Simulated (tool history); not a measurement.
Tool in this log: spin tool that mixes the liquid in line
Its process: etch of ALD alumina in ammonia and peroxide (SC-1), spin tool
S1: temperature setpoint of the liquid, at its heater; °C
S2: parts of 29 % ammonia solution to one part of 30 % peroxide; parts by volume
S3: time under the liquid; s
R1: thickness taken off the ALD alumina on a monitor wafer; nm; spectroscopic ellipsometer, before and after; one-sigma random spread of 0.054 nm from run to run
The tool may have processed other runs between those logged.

{"run": 1, "hour": 0.0, "S1": 56, "S2": 0.5, "S3": 100, "R1": 9.1196}
{"run": 2, "hour": 9.1, "S1": 53.5, "S2": 0.5, "S3": 100, "R1": 7.9988}
{"run": 3, "hour": 14.0, "S1": 52, "S2": 0.5, "S3": 100, "R1": 7.3826}
{"run": 4, "hour": 16.6, "S1": 45.5, "S2": 0.5, "S3": 100, "R1": 5.1621}
{"run": 5, "hour": 20.4, "S1": 42, "S2": 0.5, "S3": 100, "R1": 4.25}
{"run": 6, "hour": 26.1, "S1": 44, "S2": 0.5, "S3": 100, "R1": 4.7166}
{"run": 7, "hour": 28.1, "S1": 45.5, "S2": 0.5, "S3": 100, "R1": 5.1848}
{"run": 8, "hour": 32.5, "S1": 46.5, "S2": 0.5, "S3": 100, "R1": 5.4229}
{"run": 9, "hour": 37.3, "S1": 47, "S2": 0.5, "S3": 100, "R1": 5.5223}
{"hour": 39.5, "done": "thermometer replaced"}
{"run": 10, "hour": 39.5, "S1": 47.5, "S2": 0.5, "S3": 100, "R1": 5.3409}

Run 11 comes next. What will it give?
{"run": 11, "hour": 45.1, "S1": 48.5, "S2": 0.5, "S3": 100, "R1": "?"}

For run 11 the tool returned R1 5.6895 nm.

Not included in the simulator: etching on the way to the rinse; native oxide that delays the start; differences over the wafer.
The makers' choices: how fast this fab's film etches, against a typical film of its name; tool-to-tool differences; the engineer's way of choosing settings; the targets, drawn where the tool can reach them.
